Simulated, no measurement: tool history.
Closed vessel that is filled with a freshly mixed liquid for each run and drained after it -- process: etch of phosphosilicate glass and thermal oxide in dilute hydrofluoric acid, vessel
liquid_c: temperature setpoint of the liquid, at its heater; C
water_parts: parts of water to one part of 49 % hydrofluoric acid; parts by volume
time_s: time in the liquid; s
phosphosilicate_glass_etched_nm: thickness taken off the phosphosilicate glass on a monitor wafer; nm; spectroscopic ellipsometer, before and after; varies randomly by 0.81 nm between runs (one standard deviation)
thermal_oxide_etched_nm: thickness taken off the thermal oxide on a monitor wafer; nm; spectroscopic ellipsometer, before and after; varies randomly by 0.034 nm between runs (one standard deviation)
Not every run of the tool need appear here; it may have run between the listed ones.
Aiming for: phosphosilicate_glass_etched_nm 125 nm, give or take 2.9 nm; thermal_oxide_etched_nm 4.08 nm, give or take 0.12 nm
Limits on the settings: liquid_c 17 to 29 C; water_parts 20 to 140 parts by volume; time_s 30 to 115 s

run    day  liquid_c  water_parts  time_s  phosphosilicate_glass_etched_nm  thermal_oxide_etched_nm
  1      0        21           75      60                           96.548                    3.194
  2   0.35        22           75      60                           102.44                   3.3475
  3  0.567        22           85      60                           89.236                   2.8731
  4  0.942        23           85      60                           92.095                   2.9506
  5  1.092      23.5           85      60                           94.671                   3.0813
  6   1.45      24.5           85      60                           98.517                   3.1382
  7  1.767        25           85      60                           99.255                   3.2246
  8  2.079      25.5           85      60                           102.93                   3.3141
  9  2.154        26           85      60                           105.25                   3.3703
 10  2.242      26.5           85      60                           105.89                   3.4927

Which of these 4 next moves meets every target?
  A  2.329        25           90      85                                ?                        ?
  B  2.329        27           80      70                                ?                        ?
  C  2.329        27           90      80                                ?                        ?
  D  2.329      28.5           85      65                                ?                        ?

move  phosphosilicate_glass_etched_nm  thermal_oxide_etched_nm
   A                           131.98                   4.3068
   B                           134.05                   4.3742
   C                           134.35                    4.384
   D                           123.32                   4.0243
A: moves the result that the last run missed by most past its target, out the other side
B: moves the result that the last run missed by most past its target, out the other side
C: moves the result that the last run missed by most past its target, out the other side
D: each result inside its tolerance
Move D is the one to make.

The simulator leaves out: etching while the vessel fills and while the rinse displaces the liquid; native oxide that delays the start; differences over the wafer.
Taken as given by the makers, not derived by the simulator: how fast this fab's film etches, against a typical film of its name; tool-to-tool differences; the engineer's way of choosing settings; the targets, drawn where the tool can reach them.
